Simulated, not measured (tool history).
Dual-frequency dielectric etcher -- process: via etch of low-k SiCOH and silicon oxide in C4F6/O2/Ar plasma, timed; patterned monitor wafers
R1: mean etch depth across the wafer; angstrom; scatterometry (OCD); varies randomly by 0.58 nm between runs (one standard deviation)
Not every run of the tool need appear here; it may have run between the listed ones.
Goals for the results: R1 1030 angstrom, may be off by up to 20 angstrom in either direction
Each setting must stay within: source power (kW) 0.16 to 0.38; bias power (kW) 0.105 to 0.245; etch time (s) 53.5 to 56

{"run": 1, "hour": 0.0, "source power (kW)": 0.27, "bias power (kW)": 0.175, "etch time (s)": 53.5, "R1": 1218.3}
{"run": 2, "hour": 6.7, "source power (kW)": 0.25, "bias power (kW)": 0.172, "etch time (s)": 53.5, "R1": 1147.3}
{"run": 3, "hour": 15.0, "source power (kW)": 0.25, "bias power (kW)": 0.183, "etch time (s)": 53.5, "R1": 1180.1}
{"run": 4, "hour": 20.7, "source power (kW)": 0.25, "bias power (kW)": 0.168, "etch time (s)": 53.5, "R1": 1154.6}
{"run": 5, "hour": 24.5, "source power (kW)": 0.25, "bias power (kW)": 0.168, "etch time (s)": 56, "R1": 1207.3}
{"run": 6, "hour": 30.4, "source power (kW)": 0.24, "bias power (kW)": 0.167, "etch time (s)": 56, "R1": 1176.9}
{"run": 7, "hour": 31.1, "source power (kW)": 0.18, "bias power (kW)": 0.158, "etch time (s)": 56, "R1": 954.97}
{"run": 8, "hour": 37.3, "source power (kW)": 0.19, "bias power (kW)": 0.159, "etch time (s)": 56, "R1": 996.15}

Exactly one of the 5 candidate moves below puts every result within its allowed miss. Which one?
{"run": "A", "hour": 43.5, "source power (kW)": 0.19, "bias power (kW)": 0.163, "etch time (s)": 53.5, "R1": "?"}
{"run": "B", "hour": 43.5, "source power (kW)": 0.19, "bias power (kW)": 0.147, "etch time (s)": 54.5, "R1": "?"}
{"run": "C", "hour": 43.5, "source power (kW)": 0.22, "bias power (kW)": 0.146, "etch time (s)": 54.5, "R1": "?"}
{"run": "D", "hour": 43.5, "source power (kW)": 0.18, "bias power (kW)": 0.171, "etch time (s)": 56, "R1": "?"}
{"run": "E", "hour": 43.5, "source power (kW)": 0.2, "bias power (kW)": 0.136, "etch time (s)": 53.5, "R1": "?"}

move=A R1=962.11
move=B R1=943.47
move=C R1=1034.6
move=D R1=987.95
move=E R1=931.62
A: lands further from the targets than the last run did
B: lands further from the targets than the last run did
C: hits every target within its allowed miss
D: lands further from the targets than the last run did
E: lands further from the targets than the last run did
Answer: C
